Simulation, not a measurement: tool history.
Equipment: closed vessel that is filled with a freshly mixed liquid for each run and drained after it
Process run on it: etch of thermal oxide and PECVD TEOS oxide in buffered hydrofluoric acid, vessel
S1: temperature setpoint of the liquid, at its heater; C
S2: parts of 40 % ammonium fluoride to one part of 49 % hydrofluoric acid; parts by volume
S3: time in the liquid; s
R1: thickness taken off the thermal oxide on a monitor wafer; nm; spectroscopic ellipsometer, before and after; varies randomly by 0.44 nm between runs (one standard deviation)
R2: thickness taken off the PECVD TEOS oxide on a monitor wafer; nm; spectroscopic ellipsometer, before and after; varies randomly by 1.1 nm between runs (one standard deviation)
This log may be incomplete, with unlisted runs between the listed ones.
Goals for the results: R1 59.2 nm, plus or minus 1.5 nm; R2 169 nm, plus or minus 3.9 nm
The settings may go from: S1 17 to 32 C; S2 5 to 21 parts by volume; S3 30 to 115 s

run    day    S1  S2   S3      R1      R2
  1      0    24  13   60  53.715  153.29
  2  0.367    24  13   85  76.023  218.37
  3  0.458    24  13  100  89.447  253.32
  4  0.575    23  13  100  84.246  240.99
  5  0.633    25  13  100  94.413   269.7
  6  0.671  23.5  13  100  87.235  249.21
  7  0.833  22.5  13  100  83.067  234.11
  8  1.071    22  13  100  80.658  230.57
  9  1.338  21.5  13  100  77.911  221.39
 10  1.562    21  13  100  75.735  215.91
 11  1.917  20.5  13  100  73.454  208.78
     2.208  -- hydrofluoric acid flow meter replaced
 12  2.208    20  13  100  67.701  194.13
 13  2.558  19.5  13  100  66.409  188.12
 14  2.679  18.5  13  100  61.231  178.22
 15  3.058    18  13  100  60.542  174.16

Which of these 4 next moves meets every target?
  A  3.438    17  11.5  85   ?   ?
  B  3.438    17    12  90   ?   ?
  C  3.438  20.5  11.5  75   ?   ?
  D  3.438  18.5     9  65   ?   ?

move      R1      R2
   A  54.976  157.77
   B  55.836  160.23
   C  59.111  169.63
   D   56.07  160.91
A: the result that was furthest off in the last run now lies on the other side of its target
B: the result that was furthest off in the last run now lies on the other side of its target
C: each result inside its tolerance
D: the result that was furthest off in the last run now lies on the other side of its target
The right move is C.

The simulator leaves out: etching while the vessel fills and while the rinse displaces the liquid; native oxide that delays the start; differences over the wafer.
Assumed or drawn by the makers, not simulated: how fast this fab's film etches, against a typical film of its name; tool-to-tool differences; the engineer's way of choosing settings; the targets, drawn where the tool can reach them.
